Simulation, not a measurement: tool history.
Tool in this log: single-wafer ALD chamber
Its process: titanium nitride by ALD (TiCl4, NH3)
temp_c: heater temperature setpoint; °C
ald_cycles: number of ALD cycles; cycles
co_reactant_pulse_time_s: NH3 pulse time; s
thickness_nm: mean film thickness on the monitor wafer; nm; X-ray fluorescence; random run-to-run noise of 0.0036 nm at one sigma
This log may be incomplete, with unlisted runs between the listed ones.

| run | day | temp_c | ald_cycles | co_reactant_pulse_time_s | thickness_nm |
|---|---|---|---|---|---|
| 1 | 0.000 | 390 | 49 | 2.42 | 1.2760 |
| 2 | 0.217 | 390 | 49 | 2.84 | 1.2843 |
| 3 | 0.317 | 386 | 49 | 2.51 | 1.2724 |
| 4 | 0.621 | 386 | 49 | 2.51 | 1.2708 |
| 5 | 0.892 | 386 | 49 | 2.51 | 1.2676 |
| 6 | 1.167 | 386 | 47 | 2.51 | 1.2208 |
| 7 | 1.546 | 384 | 47 | 2.41 | 1.2150 |
| 8 | 1.712 | 382 | 47 | 2.34 | 1.2168 |

Expected results for the next run?
|  | 1.742 | thermocouple changed; heater temperature recalibrated |
| 9 | 1.742 | 380 | 47 | 2.21 | ? |

{"run 9": {"thickness_nm": 1.2108}}
